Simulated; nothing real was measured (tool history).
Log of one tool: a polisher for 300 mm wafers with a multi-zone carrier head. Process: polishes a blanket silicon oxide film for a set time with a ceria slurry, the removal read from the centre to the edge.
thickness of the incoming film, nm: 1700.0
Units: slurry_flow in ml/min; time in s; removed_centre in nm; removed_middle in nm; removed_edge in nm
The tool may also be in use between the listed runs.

{"run": 1, "day": 0.0, "slurry_flow": 300, "centre_zone": 1, "middle_zone": 1, "edge_zone": 1, "time": 36, "removed_centre": 186.5, "removed_middle": 194.08, "removed_edge": 195.62}
{"run": 2, "day": 0.1, "slurry_flow": 310, "centre_zone": 1.03, "middle_zone": 1, "edge_zone": 1.04, "time": 37, "removed_centre": 199.78, "removed_middle": 198.63, "removed_edge": 206.57}
{"run": 3, "day": 0.125, "slurry_flow": 320, "centre_zone": 1.05, "middle_zone": 1.01, "edge_zone": 1.07, "time": 37, "removed_centre": 204.25, "removed_middle": 202.36, "removed_edge": 204.9}
{"run": 4, "day": 0.325, "slurry_flow": 365, "centre_zone": 1.05, "middle_zone": 1.01, "edge_zone": 1.07, "time": 37, "removed_centre": 207.94, "removed_middle": 203.09, "removed_edge": 209.06}
{"run": 5, "day": 0.404, "slurry_flow": 365, "centre_zone": 0.98, "middle_zone": 1.01, "edge_zone": 1.07, "time": 37, "removed_centre": 194.01, "removed_middle": 201.85, "removed_edge": 211.33}
{"day": 0.55, "done": "slurry nozzle cleaned"}
{"run": 6, "day": 0.55, "slurry_flow": 365, "centre_zone": 0.98, "middle_zone": 1.01, "edge_zone": 1.07, "time": 33, "removed_centre": 178.65, "removed_middle": 182.49, "removed_edge": 189.51}

The next listed run, before its measurement:
{"run": 7, "day": 0.896, "slurry_flow": 365, "centre_zone": 0.98, "middle_zone": 1.01, "edge_zone": 1.07, "time": 33, "removed_centre": "?", "removed_middle": "?", "removed_edge": "?"}

removed_centre: 176.83 nm
removed_middle: 183.52 nm
removed_edge: 188.79 nm
